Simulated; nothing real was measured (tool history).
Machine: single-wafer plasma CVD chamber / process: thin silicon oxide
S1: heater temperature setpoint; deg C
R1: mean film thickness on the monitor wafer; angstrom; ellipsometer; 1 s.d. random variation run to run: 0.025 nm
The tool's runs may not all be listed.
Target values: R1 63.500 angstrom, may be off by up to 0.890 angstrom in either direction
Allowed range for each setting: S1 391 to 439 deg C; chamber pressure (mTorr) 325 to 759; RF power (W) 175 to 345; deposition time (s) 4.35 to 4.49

{"run": 1, "hour": 0.0, "S1": 415, "chamber pressure (mTorr)": 542, "RF power (W)": 260, "deposition time (s)": 4.35, "R1": 46.698}
{"run": 2, "hour": 8.1, "S1": 415, "chamber pressure (mTorr)": 542, "RF power (W)": 280, "deposition time (s)": 4.35, "R1": 47.473}
{"run": 3, "hour": 11.3, "S1": 415, "chamber pressure (mTorr)": 566, "RF power (W)": 280, "deposition time (s)": 4.35, "R1": 49.492}
{"run": 4, "hour": 16.3, "S1": 415, "chamber pressure (mTorr)": 566, "RF power (W)": 310, "deposition time (s)": 4.35, "R1": 50.474}
{"run": 5, "hour": 25.2, "S1": 415, "chamber pressure (mTorr)": 566, "RF power (W)": 310, "deposition time (s)": 4.49, "R1": 52.591}
{"run": 6, "hour": 31.8, "S1": 415, "chamber pressure (mTorr)": 566, "RF power (W)": 310, "deposition time (s)": 4.49, "R1": 52.259}
{"run": 7, "hour": 32.9, "S1": 415, "chamber pressure (mTorr)": 674, "RF power (W)": 310, "deposition time (s)": 4.49, "R1": 62.265}
{"run": 8, "hour": 36.9, "S1": 415, "chamber pressure (mTorr)": 676, "RF power (W)": 310, "deposition time (s)": 4.49, "R1": 62.072}

Of the 4 settings listed for the next run, only one would bring every result within its allowed miss of target. Which one?
{"run": "A", "hour": 40.9, "S1": 402, "chamber pressure (mTorr)": 647, "RF power (W)": 330, "deposition time (s)": 4.49, "R1": "?"}
{"run": "B", "hour": 40.9, "S1": 417, "chamber pressure (mTorr)": 716, "RF power (W)": 305, "deposition time (s)": 4.49, "R1": "?"}
{"run": "C", "hour": 40.9, "S1": 410, "chamber pressure (mTorr)": 668, "RF power (W)": 315, "deposition time (s)": 4.41, "R1": "?"}
{"run": "D", "hour": 40.9, "S1": 414, "chamber pressure (mTorr)": 700, "RF power (W)": 295, "deposition time (s)": 4.49, "R1": "?"}

move=A R1=60.978
move=B R1=65.151
move=C R1=60.679
move=D R1=63.319
A: its largest miss is bigger than the last run's
B: takes the result that was furthest off past its target
C: its largest miss is bigger than the last run's
D: hits every target within its allowed miss
Move D is the one to make.
